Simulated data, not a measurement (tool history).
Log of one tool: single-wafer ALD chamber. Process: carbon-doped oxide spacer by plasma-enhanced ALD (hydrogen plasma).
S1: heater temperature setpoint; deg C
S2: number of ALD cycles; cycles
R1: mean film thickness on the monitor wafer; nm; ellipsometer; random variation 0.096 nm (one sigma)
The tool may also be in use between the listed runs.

run 1 hour=0.0 | S1=410 S2=465 | R1=22.294
run 2 hour=4.5 | S1=400 S2=465 | R1=23.008
run 3 hour=12.6 | S1=402 S2=456 | R1=22.502
run 4 hour=19.4 | S1=408 S2=456 | R1=21.922
run 5 hour=24.8 | S1=408 S2=423 | R1=20.191
run 6 hour=27.8 | S1=410 S2=421 | R1=20.128
run 7 hour=33.3 | S1=411 S2=418 | R1=19.957

What will run 8 give?
run 8 hour=38.9 | S1=423 S2=385 | R1=?

{"run 8": {"R1": 17.643}}
